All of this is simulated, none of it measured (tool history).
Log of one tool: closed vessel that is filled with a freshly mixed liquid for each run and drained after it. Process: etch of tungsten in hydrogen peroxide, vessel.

run  hour  temperature setpoint of the liquid (C)  concentration of hydrogen peroxide in the mixed liquid (% by weight)  time in the liquid (s)  thickness taken off the tungsten on a monitor wafer (Å)
  1   0.0                                    57.0                                                                  24.5                      95                                                   2569.4
  2   7.1                                    57.0                                                                  22.0                      95                                                   2442.7
  3   9.5                                    56.5                                                                  22.0                      95                                                   2410.8
  4  15.5                                    56.0                                                                  22.0                      95                                                   2299.2
  5  23.3                                    58.5                                                                  22.0                      95                                                   2637.6
  6  27.8                                    58.5                                                                  24.5                      95                                                   2857.9
  7  37.0                                    58.5                                                                  24.5                      95                                                   2851.9
  8  41.0                                    57.5                                                                  24.5                      95                                                   2719.1
  9  42.5                                    56.5                                                                  24.5                      95                                                   2557.6

Run 10 comes next. What will it give?
 10  43.9                                    55.5                                                                  24.5                      95                                                        ?

Run 10 gave thickness taken off the tungsten on a monitor wafer (Å) 2372.9.
